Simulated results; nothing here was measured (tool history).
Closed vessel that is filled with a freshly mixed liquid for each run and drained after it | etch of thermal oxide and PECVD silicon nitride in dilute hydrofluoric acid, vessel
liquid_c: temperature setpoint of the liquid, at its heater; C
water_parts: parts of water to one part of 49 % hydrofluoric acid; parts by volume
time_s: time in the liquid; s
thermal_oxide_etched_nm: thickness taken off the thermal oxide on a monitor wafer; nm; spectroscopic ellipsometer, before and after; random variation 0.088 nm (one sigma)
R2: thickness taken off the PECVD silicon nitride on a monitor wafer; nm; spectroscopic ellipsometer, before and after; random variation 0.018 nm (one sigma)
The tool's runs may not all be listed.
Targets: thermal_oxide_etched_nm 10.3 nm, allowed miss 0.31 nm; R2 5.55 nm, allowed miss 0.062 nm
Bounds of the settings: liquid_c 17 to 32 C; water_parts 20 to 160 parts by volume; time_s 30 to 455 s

run 1 hour=0 | liquid_c=24 water_parts=90 time_s=230 | thermal_oxide_etched_nm=14.061 R2=6.347
run 2 hour=1.5 | liquid_c=24.5 water_parts=95 time_s=235 | thermal_oxide_etched_nm=13.551 R2=6.3588
run 3 hour=5.3 | liquid_c=24.5 water_parts=70 time_s=235 | thermal_oxide_etched_nm=19.271 R2=8.5976
run 4 hour=10.5 | liquid_c=24.5 water_parts=55 time_s=235 | thermal_oxide_etched_nm=24.864 R2=10.88
run 5 hour=19.3 | liquid_c=24.5 water_parts=85 time_s=235 | thermal_oxide_etched_nm=15.472 R2=7.0868
run 6 hour=25.9 | liquid_c=24.5 water_parts=110 time_s=235 | thermal_oxide_etched_nm=11.508 R2=5.4935
run 7 hour=34.5 | liquid_c=25 water_parts=115 time_s=235 | thermal_oxide_etched_nm=11.072 R2=5.4139
run 8 hour=39.5 | liquid_c=25.5 water_parts=115 time_s=235 | thermal_oxide_etched_nm=11.485 R2=5.5936
run 9 hour=43.4 | liquid_c=26 water_parts=120 time_s=240 | thermal_oxide_etched_nm=11.434 R2=5.6625
run 10 hour=52.3 | liquid_c=26.5 water_parts=125 time_s=245 | thermal_oxide_etched_nm=11.208 R2=5.7296
run 11 hour=53.3 | liquid_c=26.5 water_parts=130 time_s=250 | thermal_oxide_etched_nm=10.933 R2=5.6444
run 12 hour=61 | liquid_c=26.5 water_parts=135 time_s=255 | thermal_oxide_etched_nm=10.616 R2=5.489

4 next moves are on the table. One of them brings every result within its allowed miss. Which?
run A hour=68.7 | liquid_c=25 water_parts=125 time_s=260 | thermal_oxide_etched_nm=? R2=?
run B hour=68.7 | liquid_c=29.5 water_parts=130 time_s=200 | thermal_oxide_etched_nm=? R2=?
run C hour=68.7 | liquid_c=27 water_parts=160 time_s=295 | thermal_oxide_etched_nm=? R2=?
run D hour=68.7 | liquid_c=28 water_parts=150 time_s=265 | thermal_oxide_etched_nm=? R2=?

move=A thermal_oxide_etched_nm=11.094 R2=5.5429
move=B thermal_oxide_etched_nm=9.6582 R2=5.452
move=C thermal_oxide_etched_nm=10.164 R2=5.5841
move=D thermal_oxide_etched_nm=10.229 R2=5.6968
A: further off than the last run
B: takes the result that was furthest off past its target
C: meets every target
D: brings the result that was furthest off to its target, and leaves another outside
Move C is the one to make.
